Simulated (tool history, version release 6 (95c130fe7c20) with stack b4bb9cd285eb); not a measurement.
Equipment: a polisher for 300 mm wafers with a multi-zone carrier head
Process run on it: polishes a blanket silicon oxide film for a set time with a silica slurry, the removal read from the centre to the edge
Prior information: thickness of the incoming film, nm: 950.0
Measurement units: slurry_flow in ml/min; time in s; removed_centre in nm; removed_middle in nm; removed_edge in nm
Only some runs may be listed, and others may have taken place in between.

| run | hour | slurry_flow | centre_zone | middle_zone | edge_zone | slurry_solids | time | removed_centre | removed_middle | removed_edge |
|---|---|---|---|---|---|---|---|---|---|---|
| 1 | 0.0 | 125 | 1.00 | 1.00 | 1.00 | 1.00 | 83 | 243.78 | 243.65 | 242.89 |
| 2 | 3.2 | 125 | 1.00 | 1.00 | 0.96 | 1.00 | 83 | 241.95 | 245.65 | 230.63 |
| 3 | 7.7 | 130 | 1.00 | 1.00 | 1.00 | 1.05 | 83 | 248.30 | 251.73 | 250.17 |
| 4 | 9.4 | 130 | 1.00 | 1.04 | 1.00 | 1.05 | 83 | 253.15 | 261.60 | 247.68 |
| 5 | 10.3 | 135 | 1.01 | 1.04 | 1.03 | 1.10 | 83 | 256.17 | 270.52 | 256.59 |
| 6 | 16.8 | 135 | 0.94 | 1.04 | 1.03 | 1.10 | 83 | 244.50 | 267.35 | 261.39 |
| 7 | 18.5 | 140 | 0.96 | 1.02 | 1.05 | 1.15 | 83 | 253.10 | 273.82 | 267.95 |
| 8 | 23.0 | 140 | 0.97 | 0.99 | 1.07 | 1.20 | 85 | 264.91 | 274.21 | 284.49 |
| 9 | 26.2 | 170 | 1.00 | 0.95 | 1.17 | 1.45 | 86 | 310.98 | 304.30 | 330.61 |

What does the tool deliver on the next run?
| 10 | 31.0 | 170 | 0.99 | 0.94 | 1.17 | 1.45 | 87 | ? | ? | ? |

Run 10 produced removed_centre 310.41 nm, removed_middle 300.32 nm, removed_edge 336.81 nm.

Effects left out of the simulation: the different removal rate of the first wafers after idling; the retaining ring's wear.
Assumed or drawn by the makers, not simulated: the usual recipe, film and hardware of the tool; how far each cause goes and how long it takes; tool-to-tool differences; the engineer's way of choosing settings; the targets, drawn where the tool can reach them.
